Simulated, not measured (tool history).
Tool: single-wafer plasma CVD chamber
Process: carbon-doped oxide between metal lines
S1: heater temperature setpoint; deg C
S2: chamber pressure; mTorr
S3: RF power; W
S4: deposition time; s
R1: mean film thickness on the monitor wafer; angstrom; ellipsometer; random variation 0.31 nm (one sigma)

run 1 hour=0 | S1=360 S2=3880 S3=655 S4=16.5 | R1=1029.7
run 2 hour=2.6 | S1=360 S2=3880 S3=565 S4=16.5 | R1=892.89
run 3 hour=5.8 | S1=367 S2=3880 S3=565 S4=16.5 | R1=878.84
run 4 hour=6.7 | S1=364 S2=4040 S3=605 S4=16.5 | R1=948.49
run 5 hour=12.5 | S1=364 S2=4040 S3=540 S4=16.5 | R1=846.11
run 6 hour=15.8 | S1=362 S2=4050 S3=585 S4=16.5 | R1=925.09
run 7 hour=20.6 | S1=360 S2=4240 S3=615 S4=16.5 | R1=975.55
run 8 hour=25.5 | S1=358 S2=4330 S3=645 S4=16.5 | R1=1028.5
run 9 hour=29.1 | S1=356 S2=4410 S3=665 S4=16.5 | R1=1074.6

The next listed run, before its measurement:
run 10 hour=32 | S1=356 S2=4410 S3=665 S4=16.5 | R1=?

R1: 1066.3 angstrom
